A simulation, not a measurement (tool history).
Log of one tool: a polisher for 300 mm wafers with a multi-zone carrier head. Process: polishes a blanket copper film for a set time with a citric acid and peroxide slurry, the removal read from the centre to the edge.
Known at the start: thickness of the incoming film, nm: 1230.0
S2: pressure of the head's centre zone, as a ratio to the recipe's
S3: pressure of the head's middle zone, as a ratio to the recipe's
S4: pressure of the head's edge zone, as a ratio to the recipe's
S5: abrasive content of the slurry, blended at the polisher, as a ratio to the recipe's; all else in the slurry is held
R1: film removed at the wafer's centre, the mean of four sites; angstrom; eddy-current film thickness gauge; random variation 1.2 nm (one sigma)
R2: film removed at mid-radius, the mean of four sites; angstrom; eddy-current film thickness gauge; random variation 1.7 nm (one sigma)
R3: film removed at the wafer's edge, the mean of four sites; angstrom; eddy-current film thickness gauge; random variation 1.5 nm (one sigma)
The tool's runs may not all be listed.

Run 1, hour 0.0: flow of slurry (ml/min) 270, S2 1.00, S3 1.00, S4 1.00, S5 1.00, polishing time (s) 88. Result: R1 2391.3 angstrom, R2 2389.8 angstrom, R3 2338.0 angstrom.
Run 2, hour 5.3: flow of slurry (ml/min) 250, S2 0.96, S3 0.94, S4 0.99, S5 0.95, polishing time (s) 88. Result: R1 2255.5 angstrom, R2 2219.7 angstrom, R3 2281.4 angstrom.
Run 3, hour 9.2: flow of slurry (ml/min) 250, S2 0.96, S3 0.94, S4 0.99, S5 0.95, polishing time (s) 77. Result: R1 1951.6 angstrom, R2 1938.5 angstrom, R3 2023.0 angstrom.
Run 4, hour 16.1: flow of slurry (ml/min) 185, S2 0.96, S3 0.94, S4 0.99, S5 0.95, polishing time (s) 77. Result: R1 1867.2 angstrom, R2 1868.0 angstrom, R3 1926.3 angstrom.
Run 5, hour 17.0: flow of slurry (ml/min) 210, S2 0.95, S3 0.92, S4 1.03, S5 0.95, polishing time (s) 77. Result: R1 1909.8 angstrom, R2 1863.2 angstrom, R3 2004.3 angstrom.
Run 6, hour 24.3: flow of slurry (ml/min) 210, S2 0.91, S3 0.92, S4 1.03, S5 0.95, polishing time (s) 77. Result: R1 1830.9 angstrom, R2 1862.9 angstrom, R3 2004.7 angstrom.

Forecast run 7:
Run 7, hour 25.2: flow of slurry (ml/min) 235, S2 0.91, S3 0.91, S4 1.05, S5 0.95, polishing time (s) 77. Result: R1 ?, R2 ?, R3 ?.

{"run 7": {"R1": 1821.1, "R2": 1910.7, "R3": 2066.9}}
